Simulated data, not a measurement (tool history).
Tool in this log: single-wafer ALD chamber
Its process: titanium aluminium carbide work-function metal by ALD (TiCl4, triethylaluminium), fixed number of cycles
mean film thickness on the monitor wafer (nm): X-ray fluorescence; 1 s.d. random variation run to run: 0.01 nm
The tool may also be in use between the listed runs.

run,day,heater temperature setpoint (K),triethylaluminium pulse time (s),mean film thickness on the monitor wafer (nm)
1,0.000,568.15,15.75,2.1306
2,0.162,562.15,15.75,2.0831
3,0.338,571.15,15.75,2.1690
4,0.646,564.15,15.75,2.0985
5,1.012,564.15,19.46,2.1091
6,1.350,571.15,19.46,2.1639
7,1.588,574.15,19.52,2.1986
8,1.650,576.15,19.60,2.2221

Run 9, settings as shown, results not yet in. Your forecast:
9,1.675,578.15,19.66,?

{"run 9": {"mean film thickness on the monitor wafer (nm)": 2.2398}}

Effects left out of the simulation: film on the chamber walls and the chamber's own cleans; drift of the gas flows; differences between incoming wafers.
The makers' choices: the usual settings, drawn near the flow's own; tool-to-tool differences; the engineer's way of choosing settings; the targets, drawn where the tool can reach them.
